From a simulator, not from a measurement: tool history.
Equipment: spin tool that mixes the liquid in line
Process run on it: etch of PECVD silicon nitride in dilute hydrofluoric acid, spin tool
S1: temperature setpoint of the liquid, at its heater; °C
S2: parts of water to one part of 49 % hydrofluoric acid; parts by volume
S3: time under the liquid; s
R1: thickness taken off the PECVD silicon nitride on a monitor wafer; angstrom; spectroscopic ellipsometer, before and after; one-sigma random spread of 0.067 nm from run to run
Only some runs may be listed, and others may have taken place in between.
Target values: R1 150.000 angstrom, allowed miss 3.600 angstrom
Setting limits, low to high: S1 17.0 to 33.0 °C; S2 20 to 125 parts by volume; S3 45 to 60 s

| run | hour | S1 | S2 | S3 | R1 |
|---|---|---|---|---|---|
| 1 | 0.0 | 25.0 | 70 | 60 | 53.579 |
| 2 | 8.3 | 27.0 | 60 | 60 | 71.407 |
| 3 | 14.1 | 28.5 | 55 | 60 | 85.521 |
| 4 | 18.9 | 28.5 | 70 | 60 | 66.688 |
| 5 | 23.9 | 29.5 | 60 | 60 | 83.558 |
| 6 | 26.4 | 29.5 | 45 | 60 | 112.060 |
| 7 | 27.5 | 30.5 | 45 | 60 | 118.430 |
| 8 | 30.2 | 31.0 | 45 | 60 | 123.200 |
| 9 | 38.7 | 31.5 | 45 | 60 | 126.980 |
| 10 | 47.2 | 32.0 | 45 | 60 | 131.030 |
| 11 | 47.9 | 32.5 | 45 | 60 | 135.300 |
| 12 | 53.7 | 33.0 | 45 | 60 | 140.770 |
| 13 | 57.2 | 33.0 | 40 | 60 | 157.300 |

5 candidate next runs follow, results not yet known. Just one meets every target within its allowed miss. Identify it.
| A | 60.7 | 32.5 | 40 | 55 | ? |
| B | 60.7 | 32.5 | 35 | 60 | ? |
| C | 60.7 | 33.0 | 35 | 55 | ? |
| D | 60.7 | 32.5 | 30 | 45 | ? |
| E | 60.7 | 31.5 | 40 | 60 | ? |

| move | R1 |
|---|---|
| A | 138.730 |
| B | 172.610 |
| C | 163.360 |
| D | 150.560 |
| E | 141.970 |
A: takes the biggest miss from the last run beyond its target
B: its largest miss is bigger than the last run's
C: its largest miss is bigger than the last run's
D: every result within its allowed miss
E: takes the biggest miss from the last run beyond its target
The move that meets every target is D.

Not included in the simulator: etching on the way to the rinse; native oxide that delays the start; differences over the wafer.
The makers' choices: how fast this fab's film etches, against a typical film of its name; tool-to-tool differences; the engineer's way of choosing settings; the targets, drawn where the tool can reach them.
